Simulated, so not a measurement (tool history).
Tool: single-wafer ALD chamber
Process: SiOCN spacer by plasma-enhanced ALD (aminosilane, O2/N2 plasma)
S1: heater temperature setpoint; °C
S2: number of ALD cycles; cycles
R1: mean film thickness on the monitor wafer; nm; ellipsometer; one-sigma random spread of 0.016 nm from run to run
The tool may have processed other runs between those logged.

run 1 hour=0 | S1=395 S2=111 | R1=6.2005
run 2 hour=2.4 | S1=395 S2=117 | R1=6.5488
run 3 hour=9 | S1=389 S2=117 | R1=6.5555
run 4 hour=11.3 | S1=389 S2=121 | R1=6.772
run 5 hour=14.6 | S1=380 S2=121 | R1=6.7675
run 6 hour=19.8 | S1=372 S2=121 | R1=6.7579
run 7 hour=24.6 | S1=372 S2=124 | R1=6.9234

What will run 8 give?
run 8 hour=30.3 | S1=372 S2=126 | R1=?

Run 8 produced R1 7.0195 nm.
